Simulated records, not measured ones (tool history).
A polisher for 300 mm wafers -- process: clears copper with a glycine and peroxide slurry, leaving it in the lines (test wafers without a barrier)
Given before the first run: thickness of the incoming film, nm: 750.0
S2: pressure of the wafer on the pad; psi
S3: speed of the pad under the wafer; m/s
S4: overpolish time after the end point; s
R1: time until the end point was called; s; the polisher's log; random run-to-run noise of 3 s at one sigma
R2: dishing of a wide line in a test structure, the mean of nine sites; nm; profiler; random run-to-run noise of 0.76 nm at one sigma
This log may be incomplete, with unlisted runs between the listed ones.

{"run": 1, "hour": 0.0, "flow of slurry (ml/min)": 210, "S2": 2.1, "S3": 1.1, "S4": 21, "R1": 150.34, "R2": 52.431}
{"run": 2, "hour": 4.1, "flow of slurry (ml/min)": 210, "S2": 1.9, "S3": 1.08, "S4": 23, "R1": 163.97, "R2": 53.345}
{"run": 3, "hour": 11.8, "flow of slurry (ml/min)": 210, "S2": 1.7, "S3": 1.06, "S4": 24, "R1": 176.52, "R2": 51.48}
{"run": 4, "hour": 18.6, "flow of slurry (ml/min)": 210, "S2": 1.7, "S3": 1.06, "S4": 18, "R1": 178.89, "R2": 43.66}
{"run": 5, "hour": 20.0, "flow of slurry (ml/min)": 210, "S2": 1.6, "S3": 1.04, "S4": 21, "R1": 189.09, "R2": 46.029}
{"run": 6, "hour": 26.3, "flow of slurry (ml/min)": 210, "S2": 1.5, "S3": 1.02, "S4": 23, "R1": 193.2, "R2": 47.367}

Estimate the outcome of run 7 from the log above:
{"run": 7, "hour": 34.7, "flow of slurry (ml/min)": 210, "S2": 1.4, "S3": 1, "S4": 25, "R1": "?", "R2": "?"}

R1: 207.58 s
R2: 46.722 nm
